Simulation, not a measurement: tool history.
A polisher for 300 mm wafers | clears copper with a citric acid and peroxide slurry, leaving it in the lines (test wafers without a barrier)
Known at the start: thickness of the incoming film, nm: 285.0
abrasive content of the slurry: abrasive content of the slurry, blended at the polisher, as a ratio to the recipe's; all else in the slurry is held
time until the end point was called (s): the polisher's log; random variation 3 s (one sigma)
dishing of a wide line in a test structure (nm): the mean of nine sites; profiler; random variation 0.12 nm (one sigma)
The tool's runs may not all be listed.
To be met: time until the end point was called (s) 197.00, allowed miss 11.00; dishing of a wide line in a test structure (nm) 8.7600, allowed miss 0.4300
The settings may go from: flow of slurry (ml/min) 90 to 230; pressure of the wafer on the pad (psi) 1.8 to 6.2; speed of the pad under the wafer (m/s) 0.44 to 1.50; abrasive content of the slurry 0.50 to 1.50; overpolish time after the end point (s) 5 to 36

run  hour  flow of slurry (ml/min)  pressure of the wafer on the pad (psi)  speed of the pad under the wafer (m/s)  abrasive content of the slurry  overpolish time after the end point (s)  time until the end point was called (s)  dishing of a wide line in a test structure (nm)
  1   0.0                      150                                     4.0                                    0.96                            1.00                                       18                                   132.06                                          25.7240
  2   5.4                      155                                     3.6                                    0.92                            1.00                                       14                                   155.68                                          18.3370
  3  10.3                      155                                     3.1                                    0.92                            1.00                                       14                                   174.32                                          16.1600
  4  11.0                      180                                     3.1                                    0.92                            1.00                                       14                                   172.06                                          17.0510
  5  14.3                      180                                     3.1                                    0.92                            1.00                                       11                                   173.41                                          13.4820
  6  17.9                      180                                     2.9                                    0.92                            1.00                                        9                                   184.91                                          10.4120
  7  19.7                      180                                     2.8                                    0.92                            1.00                                        9                                   189.33                                          10.3540
  8  21.7                      175                                     2.6                                    0.92                            1.00                                        6                                   203.70                                           6.5499
  9  25.7                      190                                     2.6                                    0.92                            1.00                                        6                                   204.16                                           6.4296
 10  30.6                      190                                     2.7                                    0.90                            1.00                                        7                                   198.62                                           7.8033

5 next moves are on the table. One of them brings every result within its allowed miss. Which?
  A  35.5                      180                                     2.8                                    0.82                            0.95                                        7                                        ?                                                ?
  B  35.5                      230                                     2.3                                    1.04                            1.20                                        8                                        ?                                                ?
  C  35.5                      200                                     2.9                                    0.82                            0.95                                        9                                        ?                                                ?
  D  35.5                      190                                     3.5                                    0.80                            0.95                                        7                                        ?                                                ?
  E  35.5                      195                                     2.6                                    1.10                            0.95                                        8                                        ?                                                ?

move  time until the end point was called (s)  dishing of a wide line in a test structure (nm)
   A                                   210.81                                           7.4062
   B                                   194.56                                           9.0556
   C                                   200.75                                           9.8642
   D                                   171.85                                           9.0268
   E                                   179.58                                           9.7869
A: further off than the last run
B: meets every target
C: takes the result that was furthest off past its target
D: brings the result that was furthest off to its target, and leaves another outside
E: takes the result that was furthest off past its target
Answer: B
